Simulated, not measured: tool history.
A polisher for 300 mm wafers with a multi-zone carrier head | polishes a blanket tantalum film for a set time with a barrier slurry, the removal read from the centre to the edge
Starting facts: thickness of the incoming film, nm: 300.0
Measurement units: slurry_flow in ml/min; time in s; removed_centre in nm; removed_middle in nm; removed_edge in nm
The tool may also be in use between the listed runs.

Run 1, day 0: slurry_flow 290 ml/min, centre_zone 1, middle_zone 1, edge_zone 1, slurry_solids 1, time 58 s. Result: removed_centre 98.659 nm, removed_middle 101.53 nm, removed_edge 101.32 nm.
Run 2, day 0.192: slurry_flow 330 ml/min, centre_zone 1, middle_zone 1, edge_zone 1, slurry_solids 1, time 58 s. Result: removed_centre 99.291 nm, removed_middle 107.04 nm, removed_edge 100.62 nm.
Run 3, day 0.442: slurry_flow 340 ml/min, centre_zone 0.99, middle_zone 0.99, edge_zone 0.98, slurry_solids 0.9, time 57 s. Result: removed_centre 93.409 nm, removed_middle 97.464 nm, removed_edge 94.389 nm.
Run 4, day 0.571: slurry_flow 355 ml/min, centre_zone 0.98, middle_zone 1, edge_zone 0.96, slurry_solids 0.85, time 57 s. Result: removed_centre 90.32 nm, removed_middle 95.783 nm, removed_edge 92.21 nm.
Run 5, day 0.879: slurry_flow 365 ml/min, centre_zone 0.98, middle_zone 1.02, edge_zone 0.94, slurry_solids 0.8, time 57 s. Result: removed_centre 87.161 nm, removed_middle 95.205 nm, removed_edge 88.425 nm.
Run 6, day 1.108: slurry_flow 295 ml/min, centre_zone 0.98, middle_zone 1.02, edge_zone 0.94, slurry_solids 0.8, time 57 s. Result: removed_centre 84.562 nm, removed_middle 92.745 nm, removed_edge 85.52 nm.
Run 7, day 1.429: slurry_flow 285 ml/min, centre_zone 0.97, middle_zone 1.02, edge_zone 0.92, slurry_solids 0.8, time 57 s. Result: removed_centre 84.156 nm, removed_middle 91.788 nm, removed_edge 84.844 nm.
Run 8, day 1.496: slurry_flow 280 ml/min, centre_zone 0.96, middle_zone 1.02, edge_zone 0.9, slurry_solids 0.8, time 57 s. Result: removed_centre 83.241 nm, removed_middle 90.924 nm, removed_edge 85.127 nm.
Run 9, day 1.825: slurry_flow 275 ml/min, centre_zone 0.96, middle_zone 1.03, edge_zone 0.89, slurry_solids 0.75, time 57 s. Result: removed_centre 79.696 nm, removed_middle 87.103 nm, removed_edge 80.004 nm.
Run 10, day 2.038: slurry_flow 265 ml/min, centre_zone 0.96, middle_zone 1.04, edge_zone 0.88, slurry_solids 0.75, time 57 s. Result: removed_centre 79.675 nm, removed_middle 87.428 nm, removed_edge 79.891 nm.
Run 11, day 2.404: slurry_flow 265 ml/min, centre_zone 0.93, middle_zone 1.06, edge_zone 0.81, slurry_solids 0.6, time 57 s. Result: removed_centre 62.789 nm, removed_middle 74.104 nm, removed_edge 63.027 nm.
Run 12, day 2.55: slurry_flow 265 ml/min, centre_zone 0.94, middle_zone 1.06, edge_zone 0.83, slurry_solids 0.6, time 57 s. Result: removed_centre 63.171 nm, removed_middle 72.486 nm, removed_edge 63.97 nm.

Predict the results of run 13:
Run 13, day 2.879: slurry_flow 270 ml/min, centre_zone 0.95, middle_zone 1.07, edge_zone 0.85, slurry_solids 0.6, time 57 s. Result: removed_centre ?, removed_middle ?, removed_edge ?.

Run 13 produced removed_centre 64.853 nm, removed_middle 72.861 nm, removed_edge 64.972 nm.
